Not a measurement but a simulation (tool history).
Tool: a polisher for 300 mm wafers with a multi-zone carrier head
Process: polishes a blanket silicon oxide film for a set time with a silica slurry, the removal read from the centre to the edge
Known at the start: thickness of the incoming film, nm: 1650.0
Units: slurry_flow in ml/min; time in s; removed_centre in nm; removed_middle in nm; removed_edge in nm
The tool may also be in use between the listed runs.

run  hour  slurry_flow  centre_zone  middle_zone  edge_zone  slurry_solids  time  removed_centre  removed_middle  removed_edge
  1   0.0          210         1.00         1.00       1.00           1.00    61         130.070          133.60        130.66
  2   3.5          200         0.97         1.00       0.99           1.00    61         125.340          132.50        129.09
  3   8.5          200         0.97         1.07       0.99           1.00    61         124.740          141.86        129.52
  4  17.0          200         1.05         1.07       0.99           1.00    61         133.130          141.32        129.49
  5  18.9          190         1.01         1.06       0.99           1.00    61         127.920          137.62        129.88
  6  23.5          180         0.98         1.06       0.98           1.00    61         127.390          136.62        127.17
  7  24.5          205         0.88         1.07       1.08           0.75    60          90.950          108.82        104.82
  8  27.6          210         0.88         1.07       1.09           0.80    60          96.365          117.03        112.74

The next listed run, before its measurement:
  9  34.3          215         0.88         1.07       1.10           0.80    60               ?               ?             ?

{"run 9": {"removed_centre": 97.404, "removed_middle": 118.06, "removed_edge": 112.95}}
